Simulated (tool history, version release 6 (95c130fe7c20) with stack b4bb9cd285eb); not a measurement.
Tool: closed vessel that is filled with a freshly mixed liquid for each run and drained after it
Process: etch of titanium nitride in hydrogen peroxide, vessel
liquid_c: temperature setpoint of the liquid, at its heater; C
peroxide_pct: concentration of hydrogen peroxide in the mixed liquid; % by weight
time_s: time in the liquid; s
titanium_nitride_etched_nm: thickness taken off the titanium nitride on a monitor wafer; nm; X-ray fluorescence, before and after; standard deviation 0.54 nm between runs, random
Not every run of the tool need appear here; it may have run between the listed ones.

run	hour	liquid_c	peroxide_pct	time_s	titanium_nitride_etched_nm
1	0.0	52	24.5	1150	32.619
2	4.0	53	24.5	1150	35.323
3	6.2	54	24.5	1150	37.732
4	15.4	54	22.0	1150	37.555
5	24.5	54	20.0	1150	36.201
6	32.7	55	20.0	1150	39.259

For run 7, what comes out?
7	34.0	56	20.0	1150	?

titanium_nitride_etched_nm: 41.868 nm

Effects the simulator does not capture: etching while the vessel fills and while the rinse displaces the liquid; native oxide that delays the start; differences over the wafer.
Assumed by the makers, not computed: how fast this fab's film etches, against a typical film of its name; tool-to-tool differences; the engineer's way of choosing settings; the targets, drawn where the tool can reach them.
